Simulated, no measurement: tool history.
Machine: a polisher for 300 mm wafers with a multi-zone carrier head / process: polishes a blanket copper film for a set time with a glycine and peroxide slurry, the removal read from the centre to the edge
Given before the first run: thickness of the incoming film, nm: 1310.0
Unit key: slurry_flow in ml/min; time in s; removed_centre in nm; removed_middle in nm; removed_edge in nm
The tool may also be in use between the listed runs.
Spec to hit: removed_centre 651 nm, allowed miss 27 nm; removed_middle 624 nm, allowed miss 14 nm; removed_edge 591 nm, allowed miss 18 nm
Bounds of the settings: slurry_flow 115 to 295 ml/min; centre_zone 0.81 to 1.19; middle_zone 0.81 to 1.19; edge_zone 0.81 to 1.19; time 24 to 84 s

Run 1, hour 0: slurry_flow 190 ml/min, centre_zone 1, middle_zone 1, edge_zone 1, time 54 s. Result: removed_centre 393.01 nm, removed_middle 390.22 nm, removed_edge 383.29 nm.
Run 2, hour 8.9: slurry_flow 190 ml/min, centre_zone 1, middle_zone 1, edge_zone 0.97, time 54 s. Result: removed_centre 401.34 nm, removed_middle 393.92 nm, removed_edge 370.01 nm.
Run 3, hour 14.7: slurry_flow 205 ml/min, centre_zone 1.04, middle_zone 1.04, edge_zone 1.01, time 58 s. Result: removed_centre 451.18 nm, removed_middle 438.93 nm, removed_edge 402.49 nm.
Run 4, hour 22.9: slurry_flow 205 ml/min, centre_zone 1.04, middle_zone 1.04, edge_zone 1.05, time 58 s. Result: removed_centre 455.18 nm, removed_middle 440.33 nm, removed_edge 421.76 nm.
Run 5, hour 26.3: slurry_flow 215 ml/min, centre_zone 1.05, middle_zone 1.06, edge_zone 1.08, time 62 s. Result: removed_centre 486.68 nm, removed_middle 476.8 nm, removed_edge 459.04 nm.
Run 6, hour 27.6: slurry_flow 215 ml/min, centre_zone 1.05, middle_zone 1, edge_zone 1.08, time 62 s. Result: removed_centre 483.12 nm, removed_middle 460.99 nm, removed_edge 453.35 nm.
Run 7, hour 35.8: slurry_flow 265 ml/min, centre_zone 1.13, middle_zone 1.1, edge_zone 1.18, time 73 s. Result: removed_centre 635.79 nm, removed_middle 589.65 nm, removed_edge 569.83 nm.
Run 8, hour 43.9: slurry_flow 265 ml/min, centre_zone 1.13, middle_zone 1.11, edge_zone 1.18, time 73 s. Result: removed_centre 634.26 nm, removed_middle 591.23 nm, removed_edge 568.96 nm.

Which of these 4 next moves meets every target?
Run A, hour 52: slurry_flow 285 ml/min, centre_zone 1.19, middle_zone 1.03, edge_zone 1.18, time 76 s. Result: removed_centre ?, removed_middle ?, removed_edge ?.
Run B, hour 52: slurry_flow 270 ml/min, centre_zone 1.15, middle_zone 1.14, edge_zone 1.16, time 73 s. Result: removed_centre ?, removed_middle ?, removed_edge ?.
Run C, hour 52: slurry_flow 245 ml/min, centre_zone 1.12, middle_zone 1.07, edge_zone 1.17, time 77 s. Result: removed_centre ?, removed_middle ?, removed_edge ?.
Run D, hour 52: slurry_flow 200 ml/min, centre_zone 1.13, middle_zone 1.15, edge_zone 1.18, time 78 s. Result: removed_centre ?, removed_middle ?, removed_edge ?.

move  removed_centre  removed_middle  removed_edge
   A          698.22          592.92        600.06
   B          644.61          603.95        568.66
   C          654.64           606.1        598.29
   D          652.66          628.14        597.89
A: moves toward the targets from the last run without getting all of them in spec
B: moves toward the targets from the last run without getting all of them in spec
C: moves toward the targets from the last run without getting all of them in spec
D: hits every target within its allowed miss
Correct choice: D, which meets every target

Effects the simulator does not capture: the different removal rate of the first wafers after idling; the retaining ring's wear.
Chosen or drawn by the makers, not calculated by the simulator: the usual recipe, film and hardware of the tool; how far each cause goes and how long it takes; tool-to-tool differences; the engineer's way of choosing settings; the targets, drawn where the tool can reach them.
